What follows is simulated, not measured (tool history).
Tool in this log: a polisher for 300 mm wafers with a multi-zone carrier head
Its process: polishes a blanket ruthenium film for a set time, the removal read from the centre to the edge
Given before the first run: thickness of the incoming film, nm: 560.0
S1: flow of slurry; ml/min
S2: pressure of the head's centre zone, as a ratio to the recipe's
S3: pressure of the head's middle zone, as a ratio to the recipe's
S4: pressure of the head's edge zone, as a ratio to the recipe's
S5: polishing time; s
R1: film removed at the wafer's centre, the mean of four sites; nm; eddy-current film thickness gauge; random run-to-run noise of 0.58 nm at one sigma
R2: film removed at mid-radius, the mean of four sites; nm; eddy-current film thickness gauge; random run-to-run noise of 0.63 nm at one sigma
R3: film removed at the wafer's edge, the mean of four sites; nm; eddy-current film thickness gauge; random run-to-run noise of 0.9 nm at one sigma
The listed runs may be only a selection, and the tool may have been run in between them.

run	hour	S1	S2	S3	S4	S5	R1	R2	R3
1	0.0	165	1.00	1.00	1.00	67	100.940	97.788	104.800
2	8.9	155	0.99	1.01	0.98	67	98.820	97.176	102.730
3	12.7	155	0.93	1.01	0.98	67	92.182	97.475	103.450
4	15.9	155	0.94	1.01	0.95	67	92.719	96.833	103.150
5	22.4	155	0.94	1.01	0.95	59	81.586	84.634	89.072
# hour 23.4: edge zone pressure recalibrated
6	23.4	175	0.95	1.02	0.95	59	85.051	87.676	86.541
7	29.0	180	0.95	1.03	0.99	59	85.258	88.905	87.884
8	35.7	180	0.95	1.03	1.01	60	86.625	90.784	91.294
9	43.0	185	0.95	1.03	1.03	60	87.441	91.255	92.136
10	48.0	190	0.95	1.03	1.05	60	87.247	90.382	94.263

Run 11 comes next. What will it give?
11	51.1	200	0.95	1.04	1.06	60	?	?	?

For run 11 the tool returned R1 87.457 nm, R2 92.621 nm, R3 93.502 nm.
